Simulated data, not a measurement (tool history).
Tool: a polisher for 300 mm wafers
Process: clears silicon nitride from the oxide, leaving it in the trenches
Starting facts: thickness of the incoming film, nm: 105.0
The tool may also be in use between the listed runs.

run	day	flow of slurry (ml/min)	pressure of the wafer on the pad (kPa)	speed of the pad under the wafer (m/s)	overpolish time after the end point (s)	time until the end point was called (s)
1	0	180	20	1.12	11	128.21
2	0.212	190	23.4	1.14	11	110.37
3	0.304	190	25.5	1.2	11	95.715
4	0.612	190	25.5	1.2	8	97.612
# day 0.696: worn pad replaced by a new one
5	0.696	190	26.9	1.26	8	79.104
6	1	190	27.6	1.26	8	75.812

Predict the results of run 7:
7	1.192	190	28.3	1.26	8	?

Run 7 yielded time until the end point was called (s) 73.996.
